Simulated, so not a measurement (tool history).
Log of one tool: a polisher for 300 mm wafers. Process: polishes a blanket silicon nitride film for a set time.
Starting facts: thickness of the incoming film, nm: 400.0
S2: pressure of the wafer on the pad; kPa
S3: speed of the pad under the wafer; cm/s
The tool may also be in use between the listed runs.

run 1 hour=0.0 | flow_of_slurry_(ml/min)=310 S2=25.5 S3=140 polishing_time_(s)=33 | film_removed_(angstrom)=862.01
run 2 hour=6.3 | flow_of_slurry_(ml/min)=310 S2=26.9 S3=140 polishing_time_(s)=33 | film_removed_(angstrom)=894.89
run 3 hour=9.3 | flow_of_slurry_(ml/min)=310 S2=32.4 S3=140 polishing_time_(s)=33 | film_removed_(angstrom)=1066.20
run 4 hour=11.8 | flow_of_slurry_(ml/min)=310 S2=33.1 S3=140 polishing_time_(s)=33 | film_removed_(angstrom)=1092.50
run 5 hour=15.1 | flow_of_slurry_(ml/min)=310 S2=33.1 S3=140 polishing_time_(s)=33 | film_removed_(angstrom)=1073.80
run 6 hour=21.3 | flow_of_slurry_(ml/min)=235 S2=33.1 S3=140 polishing_time_(s)=33 | film_removed_(angstrom)=1053.00

Run 7 is up next; what results do you expect?
run 7 hour=28.1 | flow_of_slurry_(ml/min)=245 S2=33.8 S3=140 polishing_time_(s)=33 | film_removed_(angstrom)=?

{"run 7": {"film removed (angstrom)": 1069.1}}
